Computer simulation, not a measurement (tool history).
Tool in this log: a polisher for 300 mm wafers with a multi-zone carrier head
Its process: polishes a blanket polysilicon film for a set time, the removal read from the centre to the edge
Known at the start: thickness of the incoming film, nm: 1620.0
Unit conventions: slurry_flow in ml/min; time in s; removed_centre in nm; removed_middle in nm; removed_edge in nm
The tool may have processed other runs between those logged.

{"run": 1, "hour": 0.0, "slurry_flow": 210, "centre_zone": 1, "middle_zone": 1, "edge_zone": 1, "time": 88, "removed_centre": 351.79, "removed_middle": 370.98, "removed_edge": 357.81}
{"run": 2, "hour": 6.5, "slurry_flow": 200, "centre_zone": 0.97, "middle_zone": 0.97, "edge_zone": 0.98, "time": 79, "removed_centre": 306.35, "removed_middle": 318.13, "removed_edge": 320.83}
{"run": 3, "hour": 8.6, "slurry_flow": 200, "centre_zone": 0.97, "middle_zone": 0.97, "edge_zone": 0.98, "time": 57, "removed_centre": 219.44, "removed_middle": 234.08, "removed_edge": 229.1}
{"run": 4, "hour": 10.1, "slurry_flow": 200, "centre_zone": 0.97, "middle_zone": 0.97, "edge_zone": 0.98, "time": 41, "removed_centre": 157.52, "removed_middle": 162.42, "removed_edge": 162.5}
{"run": 5, "hour": 15.4, "slurry_flow": 200, "centre_zone": 0.97, "middle_zone": 1, "edge_zone": 0.98, "time": 41, "removed_centre": 157.74, "removed_middle": 167.64, "removed_edge": 164.36}
{"run": 6, "hour": 23.9, "slurry_flow": 205, "centre_zone": 0.96, "middle_zone": 0.98, "edge_zone": 1, "time": 43, "removed_centre": 166.8, "removed_middle": 174.17, "removed_edge": 175.42}
{"run": 7, "hour": 29.2, "slurry_flow": 215, "centre_zone": 0.95, "middle_zone": 0.97, "edge_zone": 1.02, "time": 44, "removed_centre": 168.59, "removed_middle": 174.94, "removed_edge": 181.92}
{"run": 8, "hour": 34.7, "slurry_flow": 220, "centre_zone": 0.94, "middle_zone": 0.97, "edge_zone": 1.03, "time": 45, "removed_centre": 170.93, "removed_middle": 180.1, "removed_edge": 187.66}
{"run": 9, "hour": 36.7, "slurry_flow": 230, "centre_zone": 0.94, "middle_zone": 0.97, "edge_zone": 1.04, "time": 46, "removed_centre": 173.98, "removed_middle": 185.23, "removed_edge": 190.33}
{"run": 10, "hour": 43.7, "slurry_flow": 260, "centre_zone": 0.96, "middle_zone": 0.94, "edge_zone": 1.14, "time": 50, "removed_centre": 195.11, "removed_middle": 199.76, "removed_edge": 217.24}
{"run": 11, "hour": 45.9, "slurry_flow": 255, "centre_zone": 0.96, "middle_zone": 0.94, "edge_zone": 1.14, "time": 50, "removed_centre": 192.56, "removed_middle": 201.33, "removed_edge": 219.4}
{"run": 12, "hour": 50.0, "slurry_flow": 250, "centre_zone": 0.96, "middle_zone": 0.94, "edge_zone": 1.13, "time": 50, "removed_centre": 194.25, "removed_middle": 196.59, "removed_edge": 217.99}
{"run": 13, "hour": 58.8, "slurry_flow": 245, "centre_zone": 0.96, "middle_zone": 0.94, "edge_zone": 1.12, "time": 50, "removed_centre": 196.46, "removed_middle": 197.42, "removed_edge": 216.05}

Estimate the outcome of run 14 from the log above:
{"run": 14, "hour": 67.4, "slurry_flow": 245, "centre_zone": 0.95, "middle_zone": 0.94, "edge_zone": 1.12, "time": 50, "removed_centre": "?", "removed_middle": "?", "removed_edge": "?"}

Run 14 yielded removed_centre 191.83 nm, removed_middle 195.63 nm, removed_edge 214.83 nm.
